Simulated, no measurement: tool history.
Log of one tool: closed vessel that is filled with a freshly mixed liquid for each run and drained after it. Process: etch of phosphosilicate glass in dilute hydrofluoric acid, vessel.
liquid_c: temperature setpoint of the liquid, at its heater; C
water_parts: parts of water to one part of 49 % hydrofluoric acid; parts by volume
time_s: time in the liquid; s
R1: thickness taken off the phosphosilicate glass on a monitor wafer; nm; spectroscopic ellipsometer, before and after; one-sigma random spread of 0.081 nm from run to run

Run 1, day 0: liquid_c 25 C, water_parts 255 parts by volume, time_s 35 s. Result: R1 14.723 nm.
Run 2, day 0.112: liquid_c 21.5 C, water_parts 255 parts by volume, time_s 35 s. Result: R1 13.205 nm.
Run 3, day 0.254: liquid_c 21.5 C, water_parts 210 parts by volume, time_s 35 s. Result: R1 16.28 nm.
Run 4, day 0.358: liquid_c 20.5 C, water_parts 240 parts by volume, time_s 35 s. Result: R1 13.408 nm.
Run 5, day 0.492: liquid_c 22.5 C, water_parts 240 parts by volume, time_s 35 s. Result: R1 14.628 nm.
Run 6, day 0.608: liquid_c 21.5 C, water_parts 260 parts by volume, time_s 35 s. Result: R1 13.046 nm.
Run 7, day 0.817: liquid_c 20.5 C, water_parts 280 parts by volume, time_s 35 s. Result: R1 11.179 nm.
Run 8, day 1.071: liquid_c 20 C, water_parts 290 parts by volume, time_s 35 s. Result: R1 10.645 nm.

Run 9 has not been measured yet. What should we expect?
Run 9, day 1.258: liquid_c 19.5 C, water_parts 300 parts by volume, time_s 35 s. Result: R1 ?.

{"run 9": {"R1": 9.8838}}
